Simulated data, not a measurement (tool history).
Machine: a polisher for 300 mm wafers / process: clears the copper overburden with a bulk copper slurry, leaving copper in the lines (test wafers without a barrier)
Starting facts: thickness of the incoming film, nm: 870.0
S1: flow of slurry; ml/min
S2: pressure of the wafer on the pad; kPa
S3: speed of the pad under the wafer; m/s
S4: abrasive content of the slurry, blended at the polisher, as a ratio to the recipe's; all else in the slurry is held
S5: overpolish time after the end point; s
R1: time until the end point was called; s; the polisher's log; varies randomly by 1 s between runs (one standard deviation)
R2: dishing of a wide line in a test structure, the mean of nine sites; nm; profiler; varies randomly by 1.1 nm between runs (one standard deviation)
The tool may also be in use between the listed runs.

{"run": 1, "hour": 0.0, "S1": 315, "S2": 14.5, "S3": 1.1, "S4": 1, "S5": 29, "R1": 132.89, "R2": 86.311}
{"run": 2, "hour": 5.8, "S1": 315, "S2": 14.5, "S3": 1.1, "S4": 1, "S5": 37, "R1": 132.43, "R2": 95.473}
{"run": 3, "hour": 6.8, "S1": 260, "S2": 14.5, "S3": 1.1, "S4": 1, "S5": 37, "R1": 133.83, "R2": 91.864}
{"run": 4, "hour": 8.2, "S1": 260, "S2": 14.5, "S3": 1.34, "S4": 1, "S5": 37, "R1": 109.84, "R2": 100.5}
{"run": 5, "hour": 9.9, "S1": 260, "S2": 14.5, "S3": 1.34, "S4": 1, "S5": 31, "R1": 109.91, "R2": 95.573}
{"run": 6, "hour": 11.5, "S1": 250, "S2": 14.5, "S3": 1.36, "S4": 1, "S5": 28, "R1": 108.63, "R2": 93.974}
{"run": 7, "hour": 20.5, "S1": 240, "S2": 13.8, "S3": 1.4, "S4": 1, "S5": 25, "R1": 110.2, "R2": 86.755}
{"run": 8, "hour": 22.8, "S1": 235, "S2": 13.8, "S3": 1.42, "S4": 1, "S5": 23, "R1": 109.91, "R2": 83.598}
{"run": 9, "hour": 28.6, "S1": 230, "S2": 13.8, "S3": 1.44, "S4": 1, "S5": 21, "R1": 107.69, "R2": 77.944}
{"run": 10, "hour": 31.0, "S1": 230, "S2": 13.8, "S3": 1.44, "S4": 1, "S5": 20, "R1": 108.89, "R2": 78.186}
{"run": 11, "hour": 35.1, "S1": 230, "S2": 13.8, "S3": 1.44, "S4": 1, "S5": 19, "R1": 108.68, "R2": 74.733}

What does the tool deliver on the next run?
{"run": 12, "hour": 37.1, "S1": 230, "S2": 13.8, "S3": 1.44, "S4": 1, "S5": 18, "R1": "?", "R2": "?"}

Logged for run 12: R1 108.28 s, R2 74.48 nm.
